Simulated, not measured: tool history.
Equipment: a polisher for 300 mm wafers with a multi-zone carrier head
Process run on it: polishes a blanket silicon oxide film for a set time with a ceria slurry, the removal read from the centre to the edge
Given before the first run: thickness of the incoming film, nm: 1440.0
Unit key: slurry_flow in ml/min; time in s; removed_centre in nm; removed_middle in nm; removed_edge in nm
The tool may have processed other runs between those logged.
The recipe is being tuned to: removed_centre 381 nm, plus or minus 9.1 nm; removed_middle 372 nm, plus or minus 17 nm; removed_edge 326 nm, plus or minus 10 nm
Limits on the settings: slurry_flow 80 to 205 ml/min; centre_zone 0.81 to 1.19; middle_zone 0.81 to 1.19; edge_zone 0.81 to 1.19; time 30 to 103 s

Run 1, hour 0: slurry_flow 135 ml/min, centre_zone 1, middle_zone 1, edge_zone 1, time 66 s. Result: removed_centre 507.86 nm, removed_middle 490.12 nm, removed_edge 503.86 nm.
Run 2, hour 3.1: slurry_flow 135 ml/min, centre_zone 1, middle_zone 1, edge_zone 0.92, time 66 s. Result: removed_centre 511.81 nm, removed_middle 494.32 nm, removed_edge 477.95 nm.
Run 3, hour 8.9: slurry_flow 135 ml/min, centre_zone 1, middle_zone 1, edge_zone 0.99, time 66 s. Result: removed_centre 507.81 nm, removed_middle 500.76 nm, removed_edge 486.63 nm.
Run 4, hour 10.7: slurry_flow 135 ml/min, centre_zone 1.04, middle_zone 1, edge_zone 0.99, time 66 s. Result: removed_centre 534.58 nm, removed_middle 493.05 nm, removed_edge 492.9 nm.
Run 5, hour 11.8: slurry_flow 135 ml/min, centre_zone 1.04, middle_zone 1, edge_zone 0.99, time 79 s. Result: removed_centre 634.43 nm, removed_middle 584.27 nm, removed_edge 594.7 nm.
Run 6, hour 17.9: slurry_flow 135 ml/min, centre_zone 1.04, middle_zone 1, edge_zone 0.97, time 74 s. Result: removed_centre 596.45 nm, removed_middle 545.89 nm, removed_edge 542.4 nm.
Run 7, hour 25.6: slurry_flow 135 ml/min, centre_zone 1.04, middle_zone 1, edge_zone 0.95, time 70 s. Result: removed_centre 562.42 nm, removed_middle 514.19 nm, removed_edge 518.37 nm.
At hour 30: edge zone pressure recalibrated.
Run 8, hour 30: slurry_flow 140 ml/min, centre_zone 1.04, middle_zone 1.01, edge_zone 0.93, time 66 s. Result: removed_centre 541.12 nm, removed_middle 499.56 nm, removed_edge 495.99 nm.

Exercise: of the 5 proposed moves below, exactly one satisfies all targets within the stated allowed misses. Which move is it?
Run A, hour 34.4: slurry_flow 95 ml/min, centre_zone 1.12, middle_zone 0.98, edge_zone 0.81, time 54 s. Result: removed_centre ?, removed_middle ?, removed_edge ?.
Run B, hour 34.4: slurry_flow 145 ml/min, centre_zone 0.95, middle_zone 0.9, edge_zone 1.07, time 45 s. Result: removed_centre ?, removed_middle ?, removed_edge ?.
Run C, hour 34.4: slurry_flow 105 ml/min, centre_zone 1.11, middle_zone 1.13, edge_zone 0.81, time 48 s. Result: removed_centre ?, removed_middle ?, removed_edge ?.
Run D, hour 34.4: slurry_flow 205 ml/min, centre_zone 0.89, middle_zone 0.81, edge_zone 1.18, time 48 s. Result: removed_centre ?, removed_middle ?, removed_edge ?.
Run E, hour 34.4: slurry_flow 205 ml/min, centre_zone 0.82, middle_zone 0.81, edge_zone 1.19, time 48 s. Result: removed_centre ?, removed_middle ?, removed_edge ?.

move  removed_centre  removed_middle  removed_edge
   A           415.5          358.81        363.53
   B          334.93          313.09        365.51
   C          380.64          372.15        329.73
   D          358.03          325.66        425.52
   E          329.63          325.78         427.1
A: closer than the last run, but not yet in spec
B: takes the biggest miss from the last run beyond its target
C: meets every target
D: takes the biggest miss from the last run beyond its target
E: takes the biggest miss from the last run beyond its target
The right move is C.
